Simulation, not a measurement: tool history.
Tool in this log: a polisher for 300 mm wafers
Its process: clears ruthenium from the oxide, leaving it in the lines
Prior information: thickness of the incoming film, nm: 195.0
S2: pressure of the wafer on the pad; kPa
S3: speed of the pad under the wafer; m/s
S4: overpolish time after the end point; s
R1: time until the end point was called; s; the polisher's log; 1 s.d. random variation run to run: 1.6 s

{"run": 1, "hour": 0.0, "flow of slurry (ml/min)": 145, "S2": 15.9, "S3": 1.08, "S4": 4, "R1": 118.05}
{"run": 2, "hour": 1.4, "flow of slurry (ml/min)": 145, "S2": 15.9, "S3": 1.08, "S4": 4, "R1": 120.57}
{"run": 3, "hour": 2.6, "flow of slurry (ml/min)": 175, "S2": 15.9, "S3": 1.08, "S4": 4, "R1": 114.65}
{"run": 4, "hour": 10.7, "flow of slurry (ml/min)": 175, "S2": 16.5, "S3": 1.08, "S4": 4, "R1": 111.79}
{"run": 5, "hour": 11.9, "flow of slurry (ml/min)": 175, "S2": 16.5, "S3": 0.9, "S4": 4, "R1": 130.5}
{"run": 6, "hour": 17.2, "flow of slurry (ml/min)": 175, "S2": 12.4, "S3": 0.9, "S4": 4, "R1": 175.23}
{"run": 7, "hour": 22.8, "flow of slurry (ml/min)": 175, "S2": 13.8, "S3": 0.92, "S4": 4, "R1": 150.83}

Predict the results of run 8:
{"run": 8, "hour": 23.5, "flow of slurry (ml/min)": 175, "S2": 17.9, "S3": 0.98, "S4": 4, "R1": "?"}

Run 8 produced R1 108.15 s.

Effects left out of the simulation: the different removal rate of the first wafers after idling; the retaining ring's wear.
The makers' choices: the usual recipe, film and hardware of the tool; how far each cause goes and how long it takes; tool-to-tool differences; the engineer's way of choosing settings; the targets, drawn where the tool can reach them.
